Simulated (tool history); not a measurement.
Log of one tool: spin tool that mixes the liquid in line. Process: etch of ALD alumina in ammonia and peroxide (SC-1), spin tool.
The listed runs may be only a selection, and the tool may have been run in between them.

run,hour,temperature setpoint of the liquid (C),parts of 29 % ammonia solution to one part of 30 % peroxide (parts by volume),time under the liquid (s),thickness taken off the ALD alumina on a monitor wafer (Å)
1,0,62,0.6,180,152.68
2,1,62,0.6,180,151.65
3,2.8,61,0.6,180,144.45
4,10.3,67,0.6,180,195.45
5,12.4,67,0.6,190,206.17
6,18.1,64.5,0.6,190,182.2
7,21.7,62.5,0.6,190,164.71
8,28.2,61,0.6,190,152.69
9,31.7,60,0.6,190,144.33

Run 10 has not been measured yet. What should we expect?
10,34.8,59,0.6,190,?

thickness taken off the ALD alumina on a monitor wafer (Å): 137.8

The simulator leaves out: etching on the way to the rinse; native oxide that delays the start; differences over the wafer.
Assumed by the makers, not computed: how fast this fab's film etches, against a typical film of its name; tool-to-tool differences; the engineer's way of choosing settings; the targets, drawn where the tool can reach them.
